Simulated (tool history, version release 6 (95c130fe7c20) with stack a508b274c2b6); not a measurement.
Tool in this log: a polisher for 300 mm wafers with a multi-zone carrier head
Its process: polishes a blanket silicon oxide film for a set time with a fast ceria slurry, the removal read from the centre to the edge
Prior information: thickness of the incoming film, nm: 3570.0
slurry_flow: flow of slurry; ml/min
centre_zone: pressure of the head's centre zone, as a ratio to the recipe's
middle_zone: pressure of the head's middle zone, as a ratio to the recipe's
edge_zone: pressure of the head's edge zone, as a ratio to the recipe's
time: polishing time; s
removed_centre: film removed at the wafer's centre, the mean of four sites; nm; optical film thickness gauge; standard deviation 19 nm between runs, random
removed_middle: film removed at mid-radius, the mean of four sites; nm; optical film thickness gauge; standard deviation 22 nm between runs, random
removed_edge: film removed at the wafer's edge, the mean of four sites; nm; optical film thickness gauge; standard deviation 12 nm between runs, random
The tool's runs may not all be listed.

run,day,slurry_flow,centre_zone,middle_zone,edge_zone,time,removed_centre,removed_middle,removed_edge
1,0,205,1,1,1,83,1406.2,1437.7,1465.6
2,0.204,215,0.98,1.03,1.06,86,1435.9,1549.4,1546.5
3,0.404,215,0.98,0.97,1.06,86,1453.5,1481.6,1544
4,0.504,215,0.98,0.97,1.06,100,1650.1,1714.4,1794.4
5,0.592,210,0.95,0.99,1.07,100,1619.7,1696.5,1796
6,0.925,210,1.02,0.99,1.07,100,1736.4,1674.9,1798.6
7,0.967,210,0.97,1,1.08,100,1649.8,1711.6,1786.3
8,1.275,215,0.93,1,1.09,101,1601.1,1768.2,1841.9

For run 9, what comes out?
9,1.608,215,0.91,1.01,1.09,101,?,?,?

{"run 9": {"removed_centre": 1556.8, "removed_middle": 1748.7, "removed_edge": 1821.5}}

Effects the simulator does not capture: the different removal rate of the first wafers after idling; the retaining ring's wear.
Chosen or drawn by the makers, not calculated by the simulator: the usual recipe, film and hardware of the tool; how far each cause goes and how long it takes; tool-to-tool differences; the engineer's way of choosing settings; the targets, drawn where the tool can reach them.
